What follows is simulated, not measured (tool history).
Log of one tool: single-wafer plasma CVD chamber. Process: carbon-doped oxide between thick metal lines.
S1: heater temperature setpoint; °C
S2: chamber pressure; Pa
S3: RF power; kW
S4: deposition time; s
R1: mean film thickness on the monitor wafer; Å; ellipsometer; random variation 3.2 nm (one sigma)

run,day,S1,S2,S3,S4,R1
1,0.000,350,635,0.540,120,6195.8
2,0.325,350,635,0.540,114,5872.7
3,0.504,352,607,0.535,114,5830.7
4,0.604,352,548,0.535,114,5603.6
5,0.900,352,637,0.535,114,5827.1
6,1.000,354,616,0.535,114,5751.0
7,1.096,356,601,0.535,114,5677.9

The next listed run, before its measurement:
8,1.454,357,591,0.535,114,?

Run 8 gave R1 5623.4 Å.

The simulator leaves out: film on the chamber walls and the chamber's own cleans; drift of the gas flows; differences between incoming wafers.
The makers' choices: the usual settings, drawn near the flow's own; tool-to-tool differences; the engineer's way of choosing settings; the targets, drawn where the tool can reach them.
